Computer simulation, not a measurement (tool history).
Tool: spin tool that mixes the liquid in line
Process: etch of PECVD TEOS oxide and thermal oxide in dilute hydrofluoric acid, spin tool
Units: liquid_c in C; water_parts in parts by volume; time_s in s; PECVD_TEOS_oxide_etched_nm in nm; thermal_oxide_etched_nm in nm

run 1 day=0.000 | liquid_c=22.0 water_parts=200 time_s=130 | PECVD_TEOS_oxide_etched_nm=14.4170 thermal_oxide_etched_nm=2.6320
run 2 day=0.079 | liquid_c=22.0 water_parts=170 time_s=130 | PECVD_TEOS_oxide_etched_nm=17.2330 thermal_oxide_etched_nm=3.1165
run 3 day=0.383 | liquid_c=21.5 water_parts=190 time_s=130 | PECVD_TEOS_oxide_etched_nm=14.9190 thermal_oxide_etched_nm=2.7251
run 4 day=0.708 | liquid_c=21.0 water_parts=205 time_s=130 | PECVD_TEOS_oxide_etched_nm=13.3450 thermal_oxide_etched_nm=2.4708
run 5 day=1.042 | liquid_c=21.0 water_parts=205 time_s=95 | PECVD_TEOS_oxide_etched_nm=9.7699 thermal_oxide_etched_nm=1.7644
run 6 day=1.258 | liquid_c=21.0 water_parts=205 time_s=130 | PECVD_TEOS_oxide_etched_nm=13.2520 thermal_oxide_etched_nm=2.4199
run 7 day=1.588 | liquid_c=20.5 water_parts=220 time_s=130 | PECVD_TEOS_oxide_etched_nm=12.1280 thermal_oxide_etched_nm=2.2201
run 8 day=1.650 | liquid_c=20.0 water_parts=235 time_s=130 | PECVD_TEOS_oxide_etched_nm=10.9280 thermal_oxide_etched_nm=2.0021
run 9 day=1.696 | liquid_c=19.5 water_parts=250 time_s=130 | PECVD_TEOS_oxide_etched_nm=9.9371 thermal_oxide_etched_nm=1.8356
run 10 day=1.992 | liquid_c=19.5 water_parts=260 time_s=130 | PECVD_TEOS_oxide_etched_nm=9.3558 thermal_oxide_etched_nm=1.7066
run 11 day=2.362 | liquid_c=19.0 water_parts=270 time_s=130 | PECVD_TEOS_oxide_etched_nm=8.8682 thermal_oxide_etched_nm=1.6115
run 12 day=2.617 | liquid_c=19.0 water_parts=280 time_s=130 | PECVD_TEOS_oxide_etched_nm=8.4706 thermal_oxide_etched_nm=1.5168
run 13 day=2.958 | liquid_c=19.0 water_parts=290 time_s=130 | PECVD_TEOS_oxide_etched_nm=8.1161 thermal_oxide_etched_nm=1.4711
run 14 day=3.171 | liquid_c=19.0 water_parts=300 time_s=130 | PECVD_TEOS_oxide_etched_nm=7.6970 thermal_oxide_etched_nm=1.4353
run 15 day=3.429 | liquid_c=19.0 water_parts=305 time_s=130 | PECVD_TEOS_oxide_etched_nm=7.5949 thermal_oxide_etched_nm=1.3680
run 16 day=3.588 | liquid_c=19.0 water_parts=305 time_s=130 | PECVD_TEOS_oxide_etched_nm=7.6213 thermal_oxide_etched_nm=1.3863
run 17 day=3.962 | liquid_c=19.0 water_parts=310 time_s=130 | PECVD_TEOS_oxide_etched_nm=7.4071 thermal_oxide_etched_nm=1.3583
run 18 day=4.008 | liquid_c=19.0 water_parts=315 time_s=130 | PECVD_TEOS_oxide_etched_nm=7.2957 thermal_oxide_etched_nm=1.3003
run 19 day=4.150 | liquid_c=19.0 water_parts=320 time_s=130 | PECVD_TEOS_oxide_etched_nm=7.1742 thermal_oxide_etched_nm=1.2833

Run 20 comes next. What will it give?
run 20 day=4.446 | liquid_c=17.0 water_parts=360 time_s=130 | PECVD_TEOS_oxide_etched_nm=? thermal_oxide_etched_nm=?

PECVD_TEOS_oxide_etched_nm: 5.7475 nm
thermal_oxide_etched_nm: 1.0338 nm

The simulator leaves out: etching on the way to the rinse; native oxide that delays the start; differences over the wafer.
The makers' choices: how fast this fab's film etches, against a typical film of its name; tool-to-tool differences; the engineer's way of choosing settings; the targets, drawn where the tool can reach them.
